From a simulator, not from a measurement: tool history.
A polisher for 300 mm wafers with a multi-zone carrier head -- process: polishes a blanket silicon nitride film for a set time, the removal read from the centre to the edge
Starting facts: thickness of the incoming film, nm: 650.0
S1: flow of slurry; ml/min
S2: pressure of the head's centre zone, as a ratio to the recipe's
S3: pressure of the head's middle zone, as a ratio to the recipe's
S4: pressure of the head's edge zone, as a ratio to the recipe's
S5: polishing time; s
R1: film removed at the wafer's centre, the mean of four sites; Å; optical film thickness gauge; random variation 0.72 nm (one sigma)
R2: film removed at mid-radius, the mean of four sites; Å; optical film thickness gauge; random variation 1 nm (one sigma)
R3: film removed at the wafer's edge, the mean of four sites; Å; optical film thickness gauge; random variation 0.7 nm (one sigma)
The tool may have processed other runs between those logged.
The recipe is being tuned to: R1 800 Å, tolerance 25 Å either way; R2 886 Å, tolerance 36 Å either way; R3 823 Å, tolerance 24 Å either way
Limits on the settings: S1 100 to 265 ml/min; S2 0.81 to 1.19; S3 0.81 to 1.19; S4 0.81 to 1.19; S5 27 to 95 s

run 1 hour=0 | S1=170 S2=1 S3=1 S4=1 S5=61 | R1=991.95 R2=978.38 R3=976.06
run 2 hour=4.8 | S1=130 S2=1 S3=1 S4=1 S5=61 | R1=936.62 R2=928.54 R3=949.02
run 3 hour=6.8 | S1=100 S2=1 S3=1 S4=1 S5=61 | R1=850.88 R2=856.95 R3=882.25
run 4 hour=9.5 | S1=100 S2=0.99 S3=1.01 S4=0.99 S5=61 | R1=838.9 R2=868.16 R3=883.04
run 5 hour=15.7 | S1=100 S2=0.99 S3=1.01 S4=0.9 S5=61 | R1=849.13 R2=847.07 R3=856.92
run 6 hour=24.3 | S1=100 S2=0.99 S3=0.98 S4=0.9 S5=61 | R1=838.51 R2=845.43 R3=856.95
run 7 hour=30.7 | S1=100 S2=0.98 S3=1 S4=0.89 S5=61 | R1=838.91 R2=846.91 R3=860.23
run 8 hour=34 | S1=100 S2=0.98 S3=1.02 S4=0.88 S5=61 | R1=843.86 R2=860.74 R3=838.3
run 9 hour=38.8 | S1=100 S2=0.97 S3=1.03 S4=0.88 S5=61 | R1=827.24 R2=882.97 R3=845.5

Below are 5 possible settings for the next run. Only one of them brings all results inside the allowed miss of their targets. Which is it?
run A hour=43.6 | S1=110 S2=1 S3=1.03 S4=0.88 S5=59 | R1=? R2=? R3=?
run B hour=43.6 | S1=150 S2=1 S3=1.17 S4=0.81 S5=54 | R1=? R2=? R3=?
run C hour=43.6 | S1=100 S2=0.96 S3=1.08 S4=0.81 S5=59 | R1=? R2=? R3=?
run D hour=43.6 | S1=110 S2=0.95 S3=1.09 S4=0.91 S5=58 | R1=? R2=? R3=?
run E hour=43.6 | S1=110 S2=1.01 S3=1 S4=0.89 S5=58 | R1=? R2=? R3=?

move=A R1=861.43 R2=862.81 R3=829.3
move=B R1=865.11 R2=954.45 R3=772.24
move=C R1=801.47 R2=870.69 R3=781.97
move=D R1=809.78 R2=890.26 R3=827.18
move=E R1=854.13 R2=827.19 R3=819.79
A: its largest miss is bigger than the last run's
B: its largest miss is bigger than the last run's
C: puts the biggest miss on target and leaves a different result outside tolerance
D: meets every target
E: its largest miss is bigger than the last run's
D is the move that brings every result within its allowed miss.
